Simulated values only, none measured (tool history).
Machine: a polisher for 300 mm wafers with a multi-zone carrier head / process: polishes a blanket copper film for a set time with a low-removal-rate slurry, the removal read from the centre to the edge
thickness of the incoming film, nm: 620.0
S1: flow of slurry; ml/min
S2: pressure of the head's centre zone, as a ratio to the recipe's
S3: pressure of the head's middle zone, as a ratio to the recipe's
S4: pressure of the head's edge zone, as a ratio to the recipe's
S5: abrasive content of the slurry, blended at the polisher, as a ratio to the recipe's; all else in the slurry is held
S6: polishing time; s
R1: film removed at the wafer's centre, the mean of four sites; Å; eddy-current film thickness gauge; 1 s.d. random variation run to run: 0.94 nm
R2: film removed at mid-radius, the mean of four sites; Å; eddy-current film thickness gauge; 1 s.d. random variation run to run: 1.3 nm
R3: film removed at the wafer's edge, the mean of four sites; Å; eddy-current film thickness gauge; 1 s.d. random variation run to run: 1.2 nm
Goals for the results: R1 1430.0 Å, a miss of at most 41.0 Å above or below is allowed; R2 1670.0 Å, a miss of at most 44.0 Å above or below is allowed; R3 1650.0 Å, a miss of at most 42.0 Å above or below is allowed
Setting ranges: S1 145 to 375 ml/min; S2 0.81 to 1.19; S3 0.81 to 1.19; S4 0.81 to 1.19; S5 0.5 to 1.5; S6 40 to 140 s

Run 1, hour 0.0: S1 240 ml/min, S2 1.00, S3 1.00, S4 1.00, S5 1.0, S6 90 s. Result: R1 1644.0 Å, R2 1673.2 Å, R3 1636.6 Å.
Run 2, hour 1.9: S1 240 ml/min, S2 1.00, S3 1.00, S4 0.93, S5 1.0, S6 90 s. Result: R1 1651.8 Å, R2 1638.0 Å, R3 1574.6 Å.
Run 3, hour 6.6: S1 230 ml/min, S2 0.97, S3 1.00, S4 0.96, S5 1.0, S6 90 s. Result: R1 1605.5 Å, R2 1675.9 Å, R3 1618.5 Å.
Run 4, hour 14.0: S1 225 ml/min, S2 0.94, S3 0.99, S4 0.96, S5 1.0, S6 90 s. Result: R1 1525.9 Å, R2 1640.5 Å, R3 1589.2 Å.
Run 5, hour 19.8: S1 225 ml/min, S2 0.94, S3 1.05, S4 0.96, S5 1.0, S6 90 s. Result: R1 1534.0 Å, R2 1719.2 Å, R3 1583.1 Å.
Run 6, hour 23.2: S1 215 ml/min, S2 0.93, S3 1.03, S4 0.98, S5 1.0, S6 90 s. Result: R1 1503.1 Å, R2 1687.9 Å, R3 1606.4 Å.
Run 7, hour 24.9: S1 215 ml/min, S2 0.93, S3 1.03, S4 0.98, S5 1.0, S6 90 s. Result: R1 1512.9 Å, R2 1675.5 Å, R3 1587.8 Å.
Run 8, hour 25.8: S1 215 ml/min, S2 0.91, S3 1.02, S4 1.00, S5 1.0, S6 90 s. Result: R1 1479.5 Å, R2 1683.6 Å, R3 1634.4 Å.

Which single option among these 5 for the next run brings every result within its allowed miss of target? Just one does.
Run A, hour 26.7: S1 215 ml/min, S2 0.92, S3 0.99, S4 0.95, S5 0.9, S6 96 s. Result: R1 ?, R2 ?, R3 ?.
Run B, hour 26.7: S1 195 ml/min, S2 0.93, S3 1.01, S4 0.98, S5 1.0, S6 90 s. Result: R1 ?, R2 ?, R3 ?.
Run C, hour 26.7: S1 210 ml/min, S2 0.93, S3 1.02, S4 0.99, S5 1.0, S6 92 s. Result: R1 ?, R2 ?, R3 ?.
Run D, hour 26.7: S1 250 ml/min, S2 0.92, S3 1.00, S4 1.05, S5 1.3, S6 85 s. Result: R1 ?, R2 ?, R3 ?.
Run E, hour 26.7: S1 175 ml/min, S2 0.88, S3 1.01, S4 1.04, S5 1.0, S6 92 s. Result: R1 ?, R2 ?, R3 ?.

move      R1      R2      R3
   A  1552.7  1702.0  1626.7
   B  1495.1  1650.8  1575.0
   C  1538.0  1711.2  1623.8
   D  1517.6  1675.4  1654.8
   E  1437.5  1673.9  1642.8
A: further off than the last run
B: further off than the last run
C: further off than the last run
D: further off than the last run
E: all results in spec
Move E is the one to make.
